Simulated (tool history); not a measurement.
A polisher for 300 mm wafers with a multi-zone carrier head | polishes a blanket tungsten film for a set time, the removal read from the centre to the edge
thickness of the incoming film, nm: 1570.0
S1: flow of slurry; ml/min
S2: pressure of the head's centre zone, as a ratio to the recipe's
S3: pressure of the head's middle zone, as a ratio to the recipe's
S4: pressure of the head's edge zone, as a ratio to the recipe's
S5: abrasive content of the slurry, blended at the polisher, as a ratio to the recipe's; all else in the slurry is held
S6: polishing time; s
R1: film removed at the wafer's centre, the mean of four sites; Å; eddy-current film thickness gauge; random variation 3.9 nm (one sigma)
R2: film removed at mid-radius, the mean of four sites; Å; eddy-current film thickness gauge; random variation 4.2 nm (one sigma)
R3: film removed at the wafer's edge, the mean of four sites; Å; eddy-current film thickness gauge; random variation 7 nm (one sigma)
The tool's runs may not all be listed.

run  hour   S1    S2    S3    S4    S5  S6      R1      R2      R3
  1     0  215     1     1     1     1  67  4629.5  4530.7  4571.2
  2     3  215     1  0.97     1     1  67  4573.8  4457.7  4718.1
  3  11.9  215     1  1.02     1     1  67  4603.1  4609.4  4643.2
  4  15.4  220  1.01  1.01  1.05  1.15  70  5109.4  5070.6    5169
  5  17.9  185  1.01  1.01  1.05  1.15  70    4958  4907.7  5011.3
  6  23.2  185  1.01  1.01  1.05  1.15  78  5521.2    5496  5624.2
  7  26.3  215  1.02     1  1.09  1.15  78  5781.7    5627  5861.4

Forecast run 8:
  8  30.7  235  1.02  0.98  1.12  1.2  78   ?   ?   ?

{"run 8": {"R1": 5918.6, "R2": 5749.8, "R3": 5898.3}}

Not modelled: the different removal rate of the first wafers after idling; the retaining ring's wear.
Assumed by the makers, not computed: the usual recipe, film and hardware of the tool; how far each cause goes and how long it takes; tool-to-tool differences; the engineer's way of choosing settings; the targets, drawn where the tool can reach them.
